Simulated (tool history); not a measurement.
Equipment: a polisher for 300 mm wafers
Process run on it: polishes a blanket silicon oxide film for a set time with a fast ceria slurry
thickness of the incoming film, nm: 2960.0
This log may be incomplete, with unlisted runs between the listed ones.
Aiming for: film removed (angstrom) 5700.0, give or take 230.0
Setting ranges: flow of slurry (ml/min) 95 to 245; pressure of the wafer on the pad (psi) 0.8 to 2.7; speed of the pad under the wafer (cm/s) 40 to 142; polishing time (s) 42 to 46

| run | hour | flow of slurry (ml/min) | pressure of the wafer on the pad (psi) | speed of the pad under the wafer (cm/s) | polishing time (s) | film removed (angstrom) |
|---|---|---|---|---|---|---|
| 1 | 0.0 | 155 | 1.7 | 90 | 46 | 3342.7 |
| 2 | 5.1 | 170 | 1.7 | 90 | 46 | 3390.7 |
| 3 | 8.4 | 170 | 1.9 | 90 | 46 | 3805.8 |
| 4 | 13.7 | 170 | 2.0 | 90 | 46 | 3954.7 |
| 5 | 22.1 | 170 | 2.0 | 90 | 42 | 3569.6 |
| 6 | 22.9 | 170 | 2.2 | 92 | 42 | 4056.3 |
| 7 | 25.3 | 175 | 2.3 | 94 | 42 | 4352.8 |
| 8 | 27.7 | 175 | 2.4 | 96 | 42 | 4518.7 |
| 9 | 30.6 | 175 | 2.5 | 98 | 42 | 4959.5 |
| 10 | 35.8 | 175 | 2.6 | 100 | 42 | 5254.4 |

Pick the move, out of 5, that brings all results within their allowed miss; only one does.
| A | 41.0 | 185 | 2.7 | 102 | 44 | ? |
| B | 41.0 | 175 | 2.4 | 96 | 42 | ? |
| C | 41.0 | 190 | 2.7 | 84 | 43 | ? |
| D | 41.0 | 160 | 2.6 | 90 | 43 | ? |
| E | 41.0 | 175 | 2.5 | 96 | 43 | ? |

| move | film removed (angstrom) |
|---|---|
| A | 5732.4 |
| B | 4561.9 |
| C | 4656.0 |
| D | 4684.1 |
| E | 4860.9 |
A: each result inside its tolerance
B: further off than the last run
C: further off than the last run
D: further off than the last run
E: further off than the last run
Move A is the one to make.
